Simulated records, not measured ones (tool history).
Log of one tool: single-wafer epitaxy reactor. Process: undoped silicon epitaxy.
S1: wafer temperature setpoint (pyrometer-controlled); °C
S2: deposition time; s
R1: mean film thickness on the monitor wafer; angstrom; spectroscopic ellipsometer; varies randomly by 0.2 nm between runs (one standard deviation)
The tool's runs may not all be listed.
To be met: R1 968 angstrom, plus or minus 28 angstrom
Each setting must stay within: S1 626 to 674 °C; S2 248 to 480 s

run 1 hour=0 | S1=650 S2=364 | R1=624.5
run 2 hour=4.2 | S1=656 S2=366 | R1=731.49
run 3 hour=12.3 | S1=656 S2=398 | R1=796.97
run 4 hour=14.2 | S1=658 S2=399 | R1=833.9
run 5 hour=19.2 | S1=658 S2=348 | R1=730.13
run 6 hour=22.3 | S1=648 S2=348 | R1=568.62
run 7 hour=26.7 | S1=654 S2=350 | R1=664.35
run 8 hour=27.5 | S1=659 S2=351 | R1=752.77
run 9 hour=36.3 | S1=662 S2=352 | R1=812.09
run 10 hour=44.9 | S1=664 S2=353 | R1=856.9

Next run, 5 choices. One meets every target within its allowed miss, the rest don't. Which?
run A hour=53.5 | S1=662 S2=319 | R1=?
run B hour=53.5 | S1=666 S2=382 | R1=?
run C hour=53.5 | S1=664 S2=325 | R1=?
run D hour=53.5 | S1=654 S2=359 | R1=?
run E hour=53.5 | S1=664 S2=330 | R1=?

move=A R1=734.94
move=B R1=968.77
move=C R1=785.67
move=D R1=680.67
move=E R1=797.76
A: its largest miss is bigger than the last run's
B: every result within its allowed miss
C: its largest miss is bigger than the last run's
D: its largest miss is bigger than the last run's
E: its largest miss is bigger than the last run's
The move that meets every target is B.
